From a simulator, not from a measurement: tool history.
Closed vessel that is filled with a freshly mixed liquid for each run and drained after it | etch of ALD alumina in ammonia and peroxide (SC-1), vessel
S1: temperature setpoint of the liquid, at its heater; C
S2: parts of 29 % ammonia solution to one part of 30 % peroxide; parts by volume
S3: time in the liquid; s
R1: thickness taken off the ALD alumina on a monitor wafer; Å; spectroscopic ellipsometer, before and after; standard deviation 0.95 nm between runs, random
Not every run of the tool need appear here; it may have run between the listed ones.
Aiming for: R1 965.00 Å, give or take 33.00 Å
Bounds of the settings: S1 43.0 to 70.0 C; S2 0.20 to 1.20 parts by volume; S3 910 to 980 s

Run 1, day 0.000: S1 59.0 C, S2 0.90 parts by volume, S3 910 s. Result: R1 714.65 Å.
Run 2, day 0.279: S1 59.0 C, S2 0.60 parts by volume, S3 910 s. Result: R1 683.03 Å.
Run 3, day 0.362: S1 60.0 C, S2 0.60 parts by volume, S3 910 s. Result: R1 727.20 Å.
Run 4, day 0.529: S1 60.0 C, S2 0.45 parts by volume, S3 910 s. Result: R1 709.97 Å.
Run 5, day 0.654: S1 60.5 C, S2 0.45 parts by volume, S3 910 s. Result: R1 717.72 Å.
Run 6, day 0.879: S1 60.5 C, S2 0.45 parts by volume, S3 980 s. Result: R1 785.07 Å.
Run 7, day 1.179: S1 61.0 C, S2 0.45 parts by volume, S3 980 s. Result: R1 816.60 Å.
Run 8, day 1.233: S1 61.5 C, S2 0.45 parts by volume, S3 980 s. Result: R1 827.91 Å.
Run 9, day 1.462: S1 61.5 C, S2 0.45 parts by volume, S3 980 s. Result: R1 805.20 Å.
Run 10, day 1.542: S1 62.0 C, S2 0.45 parts by volume, S3 980 s. Result: R1 847.25 Å.
Run 11, day 1.633: S1 62.5 C, S2 0.45 parts by volume, S3 980 s. Result: R1 859.54 Å.
Run 12, day 1.700: S1 63.0 C, S2 0.45 parts by volume, S3 980 s. Result: R1 896.01 Å.

Next run, 5 choices. One meets every target within its allowed miss, the rest don't. Which?
Run A, day 1.767: S1 64.0 C, S2 0.40 parts by volume, S3 965 s. Result: R1 ?.
Run B, day 1.767: S1 66.0 C, S2 0.45 parts by volume, S3 920 s. Result: R1 ?.
Run C, day 1.767: S1 64.0 C, S2 0.35 parts by volume, S3 910 s. Result: R1 ?.
Run D, day 1.767: S1 61.5 C, S2 0.45 parts by volume, S3 925 s. Result: R1 ?.
Run E, day 1.767: S1 63.5 C, S2 0.70 parts by volume, S3 910 s. Result: R1 ?.

move      R1
   A  900.27
   B  958.43
   C  838.33
   D  769.32
   E  872.84
A: an improvement on the last run, though not all results are within tolerance
B: every result lands within tolerance
C: misses by more than the last run did
D: misses by more than the last run did
E: misses by more than the last run did
B is the move that brings every result within its allowed miss.
